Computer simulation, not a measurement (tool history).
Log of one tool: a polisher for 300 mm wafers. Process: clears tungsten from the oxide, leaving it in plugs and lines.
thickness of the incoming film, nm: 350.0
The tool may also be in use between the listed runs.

run,hour,flow of slurry (ml/min),pressure of the wafer on the pad (psi),speed of the pad under the wafer (m/s),abrasive content of the slurry,overpolish time after the end point (s),time until the end point was called (s)
1,0,200,2.7,1.3,1,11,73.541
2,2.1,200,2.6,1.3,1,11,76.944
3,7.5,200,2.6,1,1,11,98.829
4,10.9,205,2.6,1,1,11,100.91
5,18.5,205,3.2,1,1,11,80.714
6,25.9,205,3.2,1.28,1,11,62.956

The next listed run, before its measurement:
7,28.9,205,3.1,1.28,1,11,?

Run 7 gave time until the end point was called (s) 66.374.

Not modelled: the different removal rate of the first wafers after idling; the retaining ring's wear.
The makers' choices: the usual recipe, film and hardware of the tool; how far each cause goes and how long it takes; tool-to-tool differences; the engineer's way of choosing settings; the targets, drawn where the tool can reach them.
